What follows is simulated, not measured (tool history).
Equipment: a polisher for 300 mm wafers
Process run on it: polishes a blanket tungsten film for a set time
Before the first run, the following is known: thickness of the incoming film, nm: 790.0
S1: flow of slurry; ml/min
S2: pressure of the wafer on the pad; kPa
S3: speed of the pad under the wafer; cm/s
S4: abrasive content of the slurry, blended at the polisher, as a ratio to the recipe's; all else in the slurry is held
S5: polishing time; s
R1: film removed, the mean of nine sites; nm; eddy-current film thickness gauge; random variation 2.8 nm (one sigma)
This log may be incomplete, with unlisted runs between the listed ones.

{"run": 1, "day": 0.0, "S1": 315, "S2": 17.2, "S3": 110, "S4": 1.0, "S5": 78, "R1": 294.67}
{"run": 2, "day": 0.121, "S1": 315, "S2": 19.3, "S3": 110, "S4": 1.0, "S5": 78, "R1": 326.33}
{"run": 3, "day": 0.496, "S1": 260, "S2": 19.3, "S3": 110, "S4": 1.0, "S5": 78, "R1": 323.61}
{"run": 4, "day": 0.621, "S1": 260, "S2": 22.1, "S3": 110, "S4": 1.0, "S5": 78, "R1": 367.78}
{"run": 5, "day": 0.854, "S1": 260, "S2": 20.0, "S3": 108, "S4": 1.0, "S5": 78, "R1": 322.76}
{"run": 6, "day": 1.212, "S1": 260, "S2": 20.0, "S3": 108, "S4": 1.0, "S5": 82, "R1": 341.05}
{"run": 7, "day": 1.479, "S1": 260, "S2": 15.2, "S3": 104, "S4": 1.0, "S5": 82, "R1": 265.92}
{"run": 8, "day": 1.788, "S1": 260, "S2": 14.5, "S3": 104, "S4": 1.0, "S5": 82, "R1": 251.85}
{"run": 9, "day": 2.038, "S1": 260, "S2": 13.8, "S3": 104, "S4": 1.0, "S5": 82, "R1": 237.99}
{"run": 10, "day": 2.283, "S1": 260, "S2": 13.1, "S3": 104, "S4": 1.0, "S5": 82, "R1": 232.45}

Forecast run 11:
{"run": 11, "day": 2.492, "S1": 260, "S2": 12.4, "S3": 104, "S4": 1.0, "S5": 82, "R1": "?"}

R1: 222.22 nm
